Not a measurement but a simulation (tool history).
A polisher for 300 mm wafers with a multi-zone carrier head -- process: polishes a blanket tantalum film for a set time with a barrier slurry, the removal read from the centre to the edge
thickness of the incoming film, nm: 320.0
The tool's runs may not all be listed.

| run | hour | flow of slurry (ml/min) | pressure of the head's centre zone | pressure of the head's middle zone | pressure of the head's edge zone | abrasive content of the slurry | polishing time (s) | film removed at the wafer's centre (angstrom) | film removed at mid-radius (angstrom) | film removed at the wafer's edge (angstrom) |
|---|---|---|---|---|---|---|---|---|---|---|
| 1 | 0.0 | 150 | 1.00 | 1.00 | 1.00 | 1.00 | 32 | 621.36 | 604.83 | 611.19 |
| 2 | 2.6 | 150 | 1.00 | 1.00 | 1.00 | 1.00 | 27 | 516.12 | 514.65 | 501.61 |
| 3 | 5.1 | 150 | 1.00 | 1.00 | 1.00 | 0.95 | 27 | 506.18 | 500.83 | 517.16 |
| 4 | 11.3 | 150 | 0.98 | 1.00 | 1.02 | 1.00 | 29 | 550.75 | 549.54 | 539.99 |
| 5 | 16.1 | 150 | 0.93 | 1.00 | 1.02 | 1.00 | 29 | 524.45 | 545.15 | 541.71 |
| 6 | 23.2 | 145 | 0.91 | 1.00 | 1.04 | 1.05 | 31 | 550.10 | 592.80 | 606.68 |
| 7 | 29.2 | 180 | 0.99 | 1.10 | 1.14 | 1.30 | 34 | 720.88 | 766.55 | 754.34 |
| 8 | 30.9 | 180 | 0.99 | 1.11 | 1.15 | 1.35 | 34 | 717.36 | 791.11 | 769.33 |

Estimate the outcome of run 9 from the log above:
| 9 | 36.3 | 210 | 1.00 | 1.13 | 1.19 | 1.45 | 34 | ? | ? | ? |

film removed at the wafer's centre (angstrom): 758.91
film removed at mid-radius (angstrom): 813.99
film removed at the wafer's edge (angstrom): 799.93
